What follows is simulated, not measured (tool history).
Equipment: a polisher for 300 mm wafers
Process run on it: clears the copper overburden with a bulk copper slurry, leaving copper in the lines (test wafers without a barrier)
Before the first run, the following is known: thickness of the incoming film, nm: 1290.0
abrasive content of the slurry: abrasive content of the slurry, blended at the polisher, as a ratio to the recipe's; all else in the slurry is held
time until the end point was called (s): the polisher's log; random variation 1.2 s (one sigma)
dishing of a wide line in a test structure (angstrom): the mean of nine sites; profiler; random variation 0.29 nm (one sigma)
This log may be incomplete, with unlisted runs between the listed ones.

run  hour  flow of slurry (ml/min)  pressure of the wafer on the pad (kPa)  speed of the pad under the wafer (cm/s)  abrasive content of the slurry  overpolish time after the end point (s)  time until the end point was called (s)  dishing of a wide line in a test structure (angstrom)
  1     0                      290                                    22.8                                      112                               1                                       14                                   87.649                                                 430.66
  2   7.8                      290                                    22.8                                      112                               1                                       17                                   88.809                                                 425.53
  3  12.1                      295                                    20.7                                      118                            1.05                                       15                                    91.91                                                 432.82
  4  20.3                      365                                    20.7                                      118                            1.05                                       15                                   87.786                                                 430.57
  5  21.6                      380                                    22.1                                      106                            0.95                                       13                                   95.361                                                 415.23
  6  30.5                      315                                    22.1                                      106                            0.95                                       13                                   95.855                                                 413.55
  7  32.9                      235                                    15.2                                      138                            1.15                                        7                                   103.54                                                  325.5
  8    38                      225                                    14.5                                      142                             1.2                                        6                                    105.7                                                 296.92
  9  43.3                      215                                    14.5                                      144                            1.25                                        6                                   104.53                                                 299.63
 10  51.7                      210                                    13.8                                      150                             1.3                                        6                                   101.88                                                 301.42
 11  60.1                      205                                    13.1                                      154                            1.35                                        6                                   104.35                                                 304.26
 12  67.1                      200                                    12.4                                      156                             1.2                                        6                                    112.4                                                 285.18
 13  75.9                      195                                    13.1                                      160                             1.1                                        6                                   109.88                                                 295.59
 14  78.2                      190                                    12.4                                      162                            1.15                                        6                                   112.51                                                 291.61
 15  83.4                      185                                    11.7                                      164                             1.2                                        6                                   114.38                                                  281.2
 16  84.9                      185                                    11.7                                      166                            1.25                                        6                                   112.44                                                 294.07
 17  93.3                      185                                    12.4                                      166                             1.1                                        6                                   108.68                                                 292.94
 18  96.8                      185                                    12.4                                      168                            1.15                                        6                                   110.15                                                 298.17

Expected results for the next run?
 19  100.5                      185                                    13.1                                      160                             1.2                                        6                                        ?                                                      ?

time until the end point was called (s): 104.96
dishing of a wide line in a test structure (angstrom): 297.71

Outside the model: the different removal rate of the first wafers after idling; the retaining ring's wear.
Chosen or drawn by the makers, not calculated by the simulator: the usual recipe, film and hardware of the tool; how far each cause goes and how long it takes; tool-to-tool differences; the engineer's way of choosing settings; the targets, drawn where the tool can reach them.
